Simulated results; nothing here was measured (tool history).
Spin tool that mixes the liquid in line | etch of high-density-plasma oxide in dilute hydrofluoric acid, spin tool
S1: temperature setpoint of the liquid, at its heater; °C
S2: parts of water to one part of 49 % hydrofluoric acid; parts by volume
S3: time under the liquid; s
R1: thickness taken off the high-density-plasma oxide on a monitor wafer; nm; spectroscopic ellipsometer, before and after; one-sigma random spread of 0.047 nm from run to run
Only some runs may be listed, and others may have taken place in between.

{"run": 1, "day": 0.0, "S1": 20, "S2": 295, "S3": 80, "R1": 2.1188}
{"run": 2, "day": 0.346, "S1": 20, "S2": 295, "S3": 60, "R1": 1.5955}
{"run": 3, "day": 0.467, "S1": 17.5, "S2": 295, "S3": 60, "R1": 1.4552}
{"run": 4, "day": 0.579, "S1": 19.5, "S2": 250, "S3": 65, "R1": 2.0778}
{"run": 5, "day": 0.842, "S1": 19.5, "S2": 310, "S3": 65, "R1": 1.5777}
{"run": 6, "day": 1.196, "S1": 21, "S2": 260, "S3": 65, "R1": 2.1092}
{"run": 7, "day": 1.433, "S1": 21, "S2": 260, "S3": 65, "R1": 2.1021}
{"run": 8, "day": 1.675, "S1": 22.5, "S2": 220, "S3": 70, "R1": 2.956}
{"run": 9, "day": 1.833, "S1": 23.5, "S2": 190, "S3": 70, "R1": 3.6477}
{"run": 10, "day": 2.079, "S1": 27.5, "S2": 70, "S3": 75, "R1": 14.44}
{"run": 11, "day": 2.279, "S1": 26.5, "S2": 70, "S3": 75, "R1": 13.804}

Predict the results of run 12:
{"run": 12, "day": 2.462, "S1": 22.5, "S2": 95, "S3": 75, "R1": "?"}

Run 12 produced R1 8.3541 nm.
